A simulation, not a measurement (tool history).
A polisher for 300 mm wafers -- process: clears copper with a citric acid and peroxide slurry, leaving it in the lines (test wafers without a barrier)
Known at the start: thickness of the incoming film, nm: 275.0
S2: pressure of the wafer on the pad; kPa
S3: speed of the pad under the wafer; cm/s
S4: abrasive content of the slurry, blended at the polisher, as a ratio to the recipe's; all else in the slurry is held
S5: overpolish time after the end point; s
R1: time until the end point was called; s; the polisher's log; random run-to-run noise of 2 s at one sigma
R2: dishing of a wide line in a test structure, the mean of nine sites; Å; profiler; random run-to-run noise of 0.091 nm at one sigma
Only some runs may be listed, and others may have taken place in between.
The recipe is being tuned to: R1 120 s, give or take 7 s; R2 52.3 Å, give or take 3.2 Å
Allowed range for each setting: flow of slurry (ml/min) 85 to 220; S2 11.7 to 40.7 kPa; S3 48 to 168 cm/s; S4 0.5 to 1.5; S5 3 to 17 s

Run 1, hour 0: flow of slurry (ml/min) 140, S2 26.2 kPa, S3 108 cm/s, S4 1, S5 9 s. Result: R1 74.124 s, R2 232.61 Å.
Run 2, hour 8.5: flow of slurry (ml/min) 140, S2 23.4 kPa, S3 104 cm/s, S4 1, S5 8 s. Result: R1 86.312 s, R2 180.48 Å.
Run 3, hour 12.1: flow of slurry (ml/min) 145, S2 20.7 kPa, S3 102 cm/s, S4 1, S5 7 s. Result: R1 94.969 s, R2 146.71 Å.
Run 4, hour 16.3: flow of slurry (ml/min) 160, S2 18.6 kPa, S3 96 cm/s, S4 1, S5 6 s. Result: R1 108.72 s, R2 110.83 Å.
Run 5, hour 22.8: flow of slurry (ml/min) 160, S2 21.4 kPa, S3 96 cm/s, S4 1, S5 6 s. Result: R1 100.27 s, R2 125.24 Å.
Run 6, hour 24.1: flow of slurry (ml/min) 160, S2 21.4 kPa, S3 96 cm/s, S4 1.1, S5 6 s. Result: R1 96.545 s, R2 128.83 Å.
Run 7, hour 26.7: flow of slurry (ml/min) 175, S2 19.3 kPa, S3 98 cm/s, S4 0.95, S5 5 s. Result: R1 104.41 s, R2 99.44 Å.
Run 8, hour 31.1: flow of slurry (ml/min) 185, S2 17.9 kPa, S3 102 cm/s, S4 0.85, S5 5 s. Result: R1 109.07 s, R2 93.711 Å.

5 next moves are on the table. One of them brings every result within its allowed miss. Which?
Run A, hour 35.5: flow of slurry (ml/min) 175, S2 20.7 kPa, S3 104 cm/s, S4 0.7, S5 3 s. Result: R1 ?, R2 ?.
Run B, hour 35.5: flow of slurry (ml/min) 165, S2 19.3 kPa, S3 104 cm/s, S4 0.9, S5 3 s. Result: R1 ?, R2 ?.
Run C, hour 35.5: flow of slurry (ml/min) 220, S2 21.4 kPa, S3 98 cm/s, S4 0.75, S5 3 s. Result: R1 ?, R2 ?.
Run D, hour 35.5: flow of slurry (ml/min) 145, S2 17.2 kPa, S3 96 cm/s, S4 0.9, S5 3 s. Result: R1 ?, R2 ?.
Run E, hour 35.5: flow of slurry (ml/min) 185, S2 13.1 kPa, S3 100 cm/s, S4 1.05, S5 11 s. Result: R1 ?, R2 ?.

move      R1      R2
   A  100.95  63.621
   B   101.1  63.495
   C  98.786  65.004
   D  122.97  52.381
   E  136.27   164.1
A: nearer than the last run, and not there yet
B: nearer than the last run, and not there yet
C: nearer than the last run, and not there yet
D: all results in spec
E: the biggest miss grows against the last run
Move D is the one to make.
